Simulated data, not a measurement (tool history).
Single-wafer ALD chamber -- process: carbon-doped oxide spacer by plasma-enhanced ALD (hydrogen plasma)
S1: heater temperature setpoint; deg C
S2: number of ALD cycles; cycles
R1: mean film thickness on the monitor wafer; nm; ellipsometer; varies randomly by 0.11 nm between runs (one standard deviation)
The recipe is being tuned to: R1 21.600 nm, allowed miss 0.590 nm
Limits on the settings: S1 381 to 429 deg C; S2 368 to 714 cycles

run	hour	S1	S2	R1
1	0.0	405	541	30.515
2	3.2	407	499	27.889
3	6.2	407	467	26.343
4	12.5	409	444	24.589
5	17.6	409	519	28.805
6	20.9	411	488	26.978
7	22.7	412	463	25.480
8	28.0	414	446	24.576
9	29.4	418	368	19.981
10	31.1	416	373	20.378
11	31.9	415	377	20.653
12	39.6	414	380	20.973
13	41.2	413	382	21.010
14	44.0	413	382	20.861

Below are 5 possible settings for the next run. Only one of them brings all results inside the allowed miss of their targets. Which is it?
A	46.8	411	371	?
B	46.8	411	369	?
C	46.8	409	393	?
D	46.8	412	375	?
E	46.8	411	416	?

move	R1
A	20.566
B	20.455
C	21.905
D	20.731
E	23.061
A: the biggest miss grows against the last run
B: the biggest miss grows against the last run
C: all results in spec
D: the biggest miss grows against the last run
E: moves the result that the last run missed by most past its target, out the other side
Go with C: it meets all targets.

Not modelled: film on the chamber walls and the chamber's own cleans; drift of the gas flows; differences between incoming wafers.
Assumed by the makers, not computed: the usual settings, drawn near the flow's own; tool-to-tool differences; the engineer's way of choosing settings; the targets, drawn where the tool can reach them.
